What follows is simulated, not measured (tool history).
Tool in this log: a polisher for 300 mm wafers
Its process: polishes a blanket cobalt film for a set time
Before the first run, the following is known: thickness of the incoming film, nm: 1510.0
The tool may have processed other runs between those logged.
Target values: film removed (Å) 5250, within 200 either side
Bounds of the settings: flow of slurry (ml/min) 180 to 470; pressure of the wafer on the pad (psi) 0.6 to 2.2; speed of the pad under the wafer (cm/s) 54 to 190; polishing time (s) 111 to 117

run    day  flow of slurry (ml/min)  pressure of the wafer on the pad (psi)  speed of the pad under the wafer (cm/s)  polishing time (s)  film removed (Å)
  1      0                      300                                     1.4                                      122                 111            4182.6
  2  0.225                      300                                     1.5                                      122                 111            4427.7
  3    0.5                      300                                     1.1                                      122                 111              3384
  4  0.642                      300                                     0.9                                      122                 111            2836.2
  5  0.854                      300                                     1.1                                      122                 111            3369.7
  6  0.988                      300                                     1.1                                       94                 111            2649.9
  7  1.192                      300                                     1.3                                       94                 111            3011.2
  8  1.292                      300                                     1.5                                       94                 111            3398.7
  9  1.417                      300                                     1.6                                       94                 111            3592.1
 10    1.6                      300                                     1.7                                       94                 111            3761.2
 11  1.962                      300                                     1.8                                       96                 111            4100.1
 12  2.071                      300                                     1.9                                       96                 111            4278.4

Of the 5 settings listed for the next run, only one would bring every result within its allowed miss of target. Which one?
  A  2.179                      240                                     2.1                                       78                 111                 ?
  B  2.179                      220                                     1.9                                      130                 117                 ?
  C  2.179                      355                                     2.2                                       96                 117                 ?
  D  2.179                      335                                     1.8                                      106                 117                 ?
  E  2.179                      245                                     2.2                                      116                 117                 ?

move  film removed (Å)
   A            3710.5
   B            5781.7
   C            5181.3
   D            4741.5
   E            5989.4
A: its largest miss is bigger than the last run's
B: pushes the last run's worst result past its target
C: every result within its allowed miss
D: gains on the last run, yet a result remains outside its allowed miss
E: pushes the last run's worst result past its target
The right move is C.
